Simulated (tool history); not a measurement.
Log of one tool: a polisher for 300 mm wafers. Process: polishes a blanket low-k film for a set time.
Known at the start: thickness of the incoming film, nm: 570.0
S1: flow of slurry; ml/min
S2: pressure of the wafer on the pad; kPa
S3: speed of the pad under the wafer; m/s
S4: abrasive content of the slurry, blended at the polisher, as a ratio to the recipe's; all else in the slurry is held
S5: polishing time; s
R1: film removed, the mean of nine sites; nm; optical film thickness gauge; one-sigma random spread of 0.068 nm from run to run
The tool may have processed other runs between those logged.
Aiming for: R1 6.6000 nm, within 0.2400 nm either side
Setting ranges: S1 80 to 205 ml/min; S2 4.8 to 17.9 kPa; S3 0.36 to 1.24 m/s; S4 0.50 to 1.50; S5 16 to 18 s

run,hour,S1,S2,S3,S4,S5,R1
1,0.0,135,11.0,0.80,1.00,18,5.2174
2,1.1,140,11.7,0.80,1.00,18,5.5106
3,6.0,140,11.7,0.64,1.00,18,4.7041
4,7.7,155,11.7,0.64,1.00,18,4.8303
5,13.2,160,12.4,0.64,1.00,18,5.1376
6,17.7,160,12.4,0.50,1.00,18,4.2625
7,18.8,160,13.1,0.50,1.00,18,4.5074
8,21.1,175,16.5,0.52,1.00,18,5.9435
9,28.0,175,17.2,0.52,1.00,18,6.1792
10,33.7,175,17.9,0.52,1.00,18,6.3332

Pick the move, out of 5, that brings all results within their allowed miss; only one does.
A,39.4,195,17.9,0.54,0.95,17,?
B,39.4,155,17.9,0.46,1.15,18,?
C,39.4,135,17.9,0.62,0.70,18,?
D,39.4,195,17.9,0.40,1.30,18,?
E,39.4,185,17.9,0.58,1.00,17,?

move,R1
A,6.0963
B,5.9967
C,5.9027
D,5.9261
E,6.4793
A: the biggest miss grows against the last run
B: the biggest miss grows against the last run
C: the biggest miss grows against the last run
D: the biggest miss grows against the last run
E: all results land within tolerance of their targets
Go with E: it meets all targets.

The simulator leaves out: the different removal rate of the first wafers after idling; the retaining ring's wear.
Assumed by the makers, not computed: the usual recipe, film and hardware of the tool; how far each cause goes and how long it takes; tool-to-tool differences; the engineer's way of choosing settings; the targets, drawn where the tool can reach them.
